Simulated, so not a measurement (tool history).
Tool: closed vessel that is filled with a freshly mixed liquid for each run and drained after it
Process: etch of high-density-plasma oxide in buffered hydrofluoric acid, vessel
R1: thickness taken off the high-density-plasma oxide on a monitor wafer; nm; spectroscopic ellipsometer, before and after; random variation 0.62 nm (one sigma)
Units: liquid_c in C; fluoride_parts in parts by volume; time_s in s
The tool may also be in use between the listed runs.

{"run": 1, "hour": 0.0, "liquid_c": 24.0, "fluoride_parts": 8.5, "time_s": 105, "R1": 162.81}
{"run": 2, "hour": 5.9, "liquid_c": 24.0, "fluoride_parts": 8.5, "time_s": 105, "R1": 162.75}
{"run": 3, "hour": 13.7, "liquid_c": 23.0, "fluoride_parts": 8.5, "time_s": 105, "R1": 154.19}
{"run": 4, "hour": 16.1, "liquid_c": 23.0, "fluoride_parts": 8.5, "time_s": 105, "R1": 153.31}
{"run": 5, "hour": 19.5, "liquid_c": 23.0, "fluoride_parts": 8.5, "time_s": 105, "R1": 153.31}
{"run": 6, "hour": 28.1, "liquid_c": 23.0, "fluoride_parts": 8.5, "time_s": 115, "R1": 168.76}
{"run": 7, "hour": 29.9, "liquid_c": 22.0, "fluoride_parts": 8.5, "time_s": 115, "R1": 160.84}
{"run": 8, "hour": 37.1, "liquid_c": 21.0, "fluoride_parts": 8.5, "time_s": 115, "R1": 150.9}
{"run": 9, "hour": 39.3, "liquid_c": 20.5, "fluoride_parts": 8.5, "time_s": 115, "R1": 146.54}
{"run": 10, "hour": 42.5, "liquid_c": 20.0, "fluoride_parts": 8.5, "time_s": 115, "R1": 143.52}

The next listed run, before its measurement:
{"run": 11, "hour": 48.8, "liquid_c": 17.0, "fluoride_parts": 8.5, "time_s": 115, "R1": "?"}

Run 11 gave R1 120.64 nm.
